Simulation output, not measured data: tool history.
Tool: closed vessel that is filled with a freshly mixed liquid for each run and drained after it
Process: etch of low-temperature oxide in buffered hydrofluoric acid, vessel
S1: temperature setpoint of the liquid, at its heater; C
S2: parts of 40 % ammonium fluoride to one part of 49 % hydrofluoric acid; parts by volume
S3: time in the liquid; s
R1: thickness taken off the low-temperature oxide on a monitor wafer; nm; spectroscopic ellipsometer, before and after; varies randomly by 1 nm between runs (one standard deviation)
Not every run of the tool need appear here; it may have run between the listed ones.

run	day	S1	S2	S3	R1
1	0	24	18.5	95	259.83
2	0.288	24	18.5	105	288.2
3	0.483	24	18.5	95	260.45
4	0.85	24	18.5	95	261.16
5	1.217	22	18.5	95	235.01
6	1.512	22	21	95	210.9
7	1.621	21	21	95	196.64

Forecast run 8:
8	1.983	20.5	21	95	?

{"run 8": {"R1": 192.05}}
